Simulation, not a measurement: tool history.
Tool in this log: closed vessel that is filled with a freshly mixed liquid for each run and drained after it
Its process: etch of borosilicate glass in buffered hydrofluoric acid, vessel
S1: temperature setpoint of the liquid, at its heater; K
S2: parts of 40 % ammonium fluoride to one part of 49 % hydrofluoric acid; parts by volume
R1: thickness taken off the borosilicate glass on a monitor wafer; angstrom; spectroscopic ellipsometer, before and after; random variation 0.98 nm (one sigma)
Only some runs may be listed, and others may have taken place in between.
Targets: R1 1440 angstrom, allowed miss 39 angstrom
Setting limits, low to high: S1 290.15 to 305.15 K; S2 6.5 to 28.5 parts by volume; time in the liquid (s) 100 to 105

run 1 day=0 | S1=298.15 S2=17.5 time_in_the_liquid_(s)=100 | R1=811.96
run 2 day=0.129 | S1=298.65 S2=17 time_in_the_liquid_(s)=100 | R1=861.3
run 3 day=0.488 | S1=298.65 S2=17 time_in_the_liquid_(s)=105 | R1=896.68
run 4 day=0.533 | S1=299.15 S2=16.5 time_in_the_liquid_(s)=105 | R1=945.67
run 5 day=0.879 | S1=299.15 S2=16.5 time_in_the_liquid_(s)=100 | R1=911.34
run 6 day=1.017 | S1=299.65 S2=16.5 time_in_the_liquid_(s)=100 | R1=921.94
run 7 day=1.154 | S1=300.15 S2=16 time_in_the_liquid_(s)=100 | R1=986.88
run 8 day=1.425 | S1=300.65 S2=16 time_in_the_liquid_(s)=100 | R1=1024.3

Which one of the following 5 next-run settings gets every result inside its allowed miss? There is exactly one.
run A day=1.696 | S1=299.65 S2=11 time_in_the_liquid_(s)=100 | R1=?
run B day=1.696 | S1=303.15 S2=16 time_in_the_liquid_(s)=105 | R1=?
run C day=1.696 | S1=301.65 S2=12.5 time_in_the_liquid_(s)=100 | R1=?
run D day=1.696 | S1=303.15 S2=13.5 time_in_the_liquid_(s)=105 | R1=?
run E day=1.696 | S1=299.65 S2=10 time_in_the_liquid_(s)=105 | R1=?

move=A R1=1383.4
move=B R1=1205.4
move=C R1=1354.6
move=D R1=1425.3
move=E R1=1595.5
A: nearer the targets than the last run, but a result is still out of spec
B: nearer the targets than the last run, but a result is still out of spec
C: nearer the targets than the last run, but a result is still out of spec
D: all results land within tolerance of their targets
E: takes the result that was furthest off past its target
Correct choice: D, which meets every target

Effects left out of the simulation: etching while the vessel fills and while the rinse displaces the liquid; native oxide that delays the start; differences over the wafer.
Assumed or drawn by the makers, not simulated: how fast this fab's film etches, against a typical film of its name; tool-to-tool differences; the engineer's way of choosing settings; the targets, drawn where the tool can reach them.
